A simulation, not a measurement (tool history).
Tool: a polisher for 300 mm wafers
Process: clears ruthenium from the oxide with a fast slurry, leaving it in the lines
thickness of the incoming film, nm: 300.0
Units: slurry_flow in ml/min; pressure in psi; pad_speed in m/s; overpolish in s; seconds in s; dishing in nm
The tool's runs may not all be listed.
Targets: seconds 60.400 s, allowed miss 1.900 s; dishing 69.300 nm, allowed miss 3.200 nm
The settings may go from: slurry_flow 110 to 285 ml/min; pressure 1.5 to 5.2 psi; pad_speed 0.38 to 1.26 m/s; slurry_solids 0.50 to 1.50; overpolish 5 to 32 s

Run 1, hour 0.0: slurry_flow 180 ml/min, pressure 3.3 psi, pad_speed 0.82 m/s, slurry_solids 1.00, overpolish 16 s. Result: seconds 91.528 s, dishing 40.201 nm.
Run 2, hour 6.9: slurry_flow 180 ml/min, pressure 3.3 psi, pad_speed 0.82 m/s, slurry_solids 1.20, overpolish 16 s. Result: seconds 81.223 s, dishing 44.487 nm.
Run 3, hour 14.1: slurry_flow 185 ml/min, pressure 3.6 psi, pad_speed 0.82 m/s, slurry_solids 1.20, overpolish 17 s. Result: seconds 73.292 s, dishing 49.623 nm.
Run 4, hour 14.9: slurry_flow 185 ml/min, pressure 3.6 psi, pad_speed 0.82 m/s, slurry_solids 1.20, overpolish 14 s. Result: seconds 73.166 s, dishing 42.234 nm.
Run 5, hour 19.1: slurry_flow 150 ml/min, pressure 3.6 psi, pad_speed 0.82 m/s, slurry_solids 1.20, overpolish 14 s. Result: seconds 75.878 s, dishing 40.393 nm.
Run 6, hour 24.5: slurry_flow 150 ml/min, pressure 3.6 psi, pad_speed 0.82 m/s, slurry_solids 1.25, overpolish 14 s. Result: seconds 74.808 s, dishing 41.175 nm.
Run 7, hour 27.1: slurry_flow 165 ml/min, pressure 3.8 psi, pad_speed 0.82 m/s, slurry_solids 1.25, overpolish 16 s. Result: seconds 68.827 s, dishing 48.990 nm.
Run 8, hour 32.4: slurry_flow 180 ml/min, pressure 3.9 psi, pad_speed 0.82 m/s, slurry_solids 1.25, overpolish 17 s. Result: seconds 66.712 s, dishing 54.479 nm.
Run 9, hour 39.6: slurry_flow 195 ml/min, pressure 4.0 psi, pad_speed 0.82 m/s, slurry_solids 1.25, overpolish 18 s. Result: seconds 65.928 s, dishing 56.068 nm.
Run 10, hour 47.0: slurry_flow 195 ml/min, pressure 4.1 psi, pad_speed 0.82 m/s, slurry_solids 1.25, overpolish 19 s. Result: seconds 63.071 s, dishing 60.966 nm.
Run 11, hour 53.9: slurry_flow 200 ml/min, pressure 4.1 psi, pad_speed 0.82 m/s, slurry_solids 1.25, overpolish 20 s. Result: seconds 63.724 s, dishing 63.257 nm.
Run 12, hour 54.8: slurry_flow 205 ml/min, pressure 4.2 psi, pad_speed 0.82 m/s, slurry_solids 1.25, overpolish 20 s. Result: seconds 61.017 s, dishing 63.598 nm.

5 next moves are on the table. One of them brings every result within its allowed miss. Which?
Run A, hour 55.7: slurry_flow 205 ml/min, pressure 4.5 psi, pad_speed 0.80 m/s, slurry_solids 1.25, overpolish 18 s. Result: seconds ?, dishing ?.
Run B, hour 55.7: slurry_flow 205 ml/min, pressure 4.0 psi, pad_speed 0.82 m/s, slurry_solids 1.25, overpolish 18 s. Result: seconds ?, dishing ?.
Run C, hour 55.7: slurry_flow 230 ml/min, pressure 4.4 psi, pad_speed 0.76 m/s, slurry_solids 1.35, overpolish 17 s. Result: seconds ?, dishing ?.
Run D, hour 55.7: slurry_flow 210 ml/min, pressure 4.0 psi, pad_speed 0.80 m/s, slurry_solids 1.50, overpolish 25 s. Result: seconds ?, dishing ?.
Run E, hour 55.7: slurry_flow 190 ml/min, pressure 4.5 psi, pad_speed 0.76 m/s, slurry_solids 1.35, overpolish 22 s. Result: seconds ?, dishing ?.

move  seconds  dishing
   A   59.559   61.732
   B   65.238   57.671
   C   60.857   58.212
   D   61.253   76.151
   E   60.790   70.216
A: further off than the last run
B: further off than the last run
C: further off than the last run
D: takes the result that was furthest off past its target
E: meets every target
Move E is the one to make.

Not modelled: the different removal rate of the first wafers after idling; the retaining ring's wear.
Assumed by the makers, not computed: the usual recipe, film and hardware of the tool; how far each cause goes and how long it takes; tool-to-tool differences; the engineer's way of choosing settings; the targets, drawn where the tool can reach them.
